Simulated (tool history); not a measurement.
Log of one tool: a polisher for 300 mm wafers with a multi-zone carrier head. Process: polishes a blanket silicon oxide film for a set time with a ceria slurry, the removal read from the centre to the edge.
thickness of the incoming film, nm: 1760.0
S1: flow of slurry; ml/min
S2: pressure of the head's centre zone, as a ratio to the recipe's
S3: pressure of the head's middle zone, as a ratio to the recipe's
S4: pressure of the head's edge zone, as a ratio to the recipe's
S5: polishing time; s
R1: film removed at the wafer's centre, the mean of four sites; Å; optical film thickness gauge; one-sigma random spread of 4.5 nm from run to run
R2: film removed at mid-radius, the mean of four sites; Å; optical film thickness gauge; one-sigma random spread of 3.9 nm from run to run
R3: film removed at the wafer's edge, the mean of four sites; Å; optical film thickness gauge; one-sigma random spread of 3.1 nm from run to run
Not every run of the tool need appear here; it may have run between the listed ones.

run 1 day=0.000 | S1=240 S2=1.00 S3=1.00 S4=1.00 S5=76 | R1=2598.0 R2=2641.8 R3=2538.3
run 2 day=0.367 | S1=245 S2=1.01 S3=0.99 S4=1.03 S5=80 | R1=2728.7 R2=2774.3 R3=2709.0
run 3 day=0.658 | S1=245 S2=1.02 S3=0.98 S4=1.05 S5=83 | R1=2895.4 R2=2798.0 R3=2828.8
run 4 day=0.888 | S1=245 S2=1.10 S3=0.98 S4=1.05 S5=83 | R1=3117.6 R2=2787.7 R3=2829.6
run 5 day=1.212 | S1=275 S2=1.10 S3=0.98 S4=1.05 S5=83 | R1=3236.0 R2=2888.3 R3=2841.5
run 6 day=1.558 | S1=270 S2=1.08 S3=0.98 S4=1.07 S5=85 | R1=3192.0 R2=2951.1 R3=2938.9
-- day=1.650 edge zone pressure recalibrated
run 7 day=1.650 | S1=265 S2=1.07 S3=0.97 S4=1.09 S5=87 | R1=3224.5 R2=2980.4 R3=3105.8

Run 8 comes next. What will it give?
run 8 day=1.717 | S1=270 S2=1.07 S3=0.97 S4=1.11 S5=87 | R1=? R2=? R3=?

{"run 8": {"R1": 3198.9, "R2": 3020.1, "R3": 3207.8}}
